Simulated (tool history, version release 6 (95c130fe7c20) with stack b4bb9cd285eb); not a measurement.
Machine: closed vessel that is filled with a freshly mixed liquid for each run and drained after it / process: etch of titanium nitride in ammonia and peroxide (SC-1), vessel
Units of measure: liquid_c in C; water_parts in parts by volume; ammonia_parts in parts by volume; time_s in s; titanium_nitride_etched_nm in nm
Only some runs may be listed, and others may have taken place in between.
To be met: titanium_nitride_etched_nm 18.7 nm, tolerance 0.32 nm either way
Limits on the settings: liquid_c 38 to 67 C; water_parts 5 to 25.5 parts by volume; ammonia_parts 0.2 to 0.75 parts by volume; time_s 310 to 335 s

run 1 day=0 | liquid_c=51 water_parts=14.5 ammonia_parts=0.45 time_s=310 | titanium_nitride_etched_nm=17.431
run 2 day=0.154 | liquid_c=55.5 water_parts=14.5 ammonia_parts=0.45 time_s=310 | titanium_nitride_etched_nm=23.891
run 3 day=0.433 | liquid_c=55.5 water_parts=19 ammonia_parts=0.45 time_s=310 | titanium_nitride_etched_nm=20.431
run 4 day=0.538 | liquid_c=55 water_parts=19 ammonia_parts=0.45 time_s=310 | titanium_nitride_etched_nm=19.716
run 5 day=0.721 | liquid_c=55 water_parts=19 ammonia_parts=0.4 time_s=310 | titanium_nitride_etched_nm=19.269
run 6 day=0.771 | liquid_c=58.5 water_parts=19 ammonia_parts=0.4 time_s=310 | titanium_nitride_etched_nm=24.404
run 7 day=1.096 | liquid_c=57.5 water_parts=19 ammonia_parts=0.4 time_s=310 | titanium_nitride_etched_nm=22.901
run 8 day=1.246 | liquid_c=57 water_parts=19 ammonia_parts=0.4 time_s=310 | titanium_nitride_etched_nm=21.955
run 9 day=1.571 | liquid_c=56.5 water_parts=19 ammonia_parts=0.4 time_s=310 | titanium_nitride_etched_nm=21.414
run 10 day=1.742 | liquid_c=54 water_parts=19 ammonia_parts=0.4 time_s=310 | titanium_nitride_etched_nm=18.04

Exactly one of the 4 candidate moves below puts every result within its allowed miss. Which one?
run A day=1.912 | liquid_c=54 water_parts=20 ammonia_parts=0.4 time_s=330 | titanium_nitride_etched_nm=?
run B day=1.912 | liquid_c=50 water_parts=11.5 ammonia_parts=0.4 time_s=335 | titanium_nitride_etched_nm=?
run C day=1.912 | liquid_c=51.5 water_parts=15 ammonia_parts=0.35 time_s=325 | titanium_nitride_etched_nm=?
run D day=1.912 | liquid_c=53.5 water_parts=20.5 ammonia_parts=0.4 time_s=335 | titanium_nitride_etched_nm=?

move=A titanium_nitride_etched_nm=18.68
move=B titanium_nitride_etched_nm=19.5
move=C titanium_nitride_etched_nm=17.737
move=D titanium_nitride_etched_nm=18.077
A: every result within its allowed miss
B: takes the biggest miss from the last run beyond its target
C: moves away from the targets compared with the last run
D: gains on the last run, yet a result remains outside its allowed miss
The move that meets every target is A.

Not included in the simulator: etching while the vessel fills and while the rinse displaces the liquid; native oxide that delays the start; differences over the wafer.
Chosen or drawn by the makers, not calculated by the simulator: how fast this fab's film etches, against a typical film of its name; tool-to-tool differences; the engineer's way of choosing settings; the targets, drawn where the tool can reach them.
